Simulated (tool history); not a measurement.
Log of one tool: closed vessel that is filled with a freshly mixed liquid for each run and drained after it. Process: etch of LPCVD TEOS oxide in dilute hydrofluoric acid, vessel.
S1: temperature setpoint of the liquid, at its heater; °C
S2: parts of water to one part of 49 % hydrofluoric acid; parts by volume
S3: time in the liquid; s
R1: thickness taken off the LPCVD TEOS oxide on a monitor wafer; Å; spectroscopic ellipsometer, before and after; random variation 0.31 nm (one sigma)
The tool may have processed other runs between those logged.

run 1 hour=0 | S1=24 S2=105 S3=100 | R1=195.12
run 2 hour=3.7 | S1=24 S2=105 S3=110 | R1=213.97
run 3 hour=12.2 | S1=25 S2=100 S3=110 | R1=235.03
run 4 hour=13.9 | S1=25 S2=130 S3=110 | R1=174.55
run 5 hour=22.5 | S1=28 S2=130 S3=110 | R1=194.44
run 6 hour=25.5 | S1=28 S2=130 S3=100 | R1=178.25
run 7 hour=26.6 | S1=28.5 S2=120 S3=100 | R1=198.03
run 8 hour=31.8 | S1=29 S2=110 S3=100 | R1=222.23
run 9 hour=39.6 | S1=29 S2=110 S3=100 | R1=222.86
run 10 hour=46.5 | S1=29.5 S2=100 S3=100 | R1=254.35
run 11 hour=49.9 | S1=30 S2=90 S3=100 | R1=291.22
run 12 hour=55.4 | S1=32 S2=50 S3=100 | R1=604.29
run 13 hour=61.6 | S1=31.5 S2=50 S3=100 | R1=590.31
run 14 hour=65.6 | S1=31 S2=50 S3=100 | R1=585.01
run 15 hour=74.4 | S1=30.5 S2=50 S3=100 | R1=569.39
run 16 hour=78.3 | S1=29.5 S2=50 S3=100 | R1=544.43

Run 17 comes next. What will it give?
run 17 hour=87.2 | S1=29.5 S2=50 S3=100 | R1=?

{"run 17": {"R1": 543.5}}
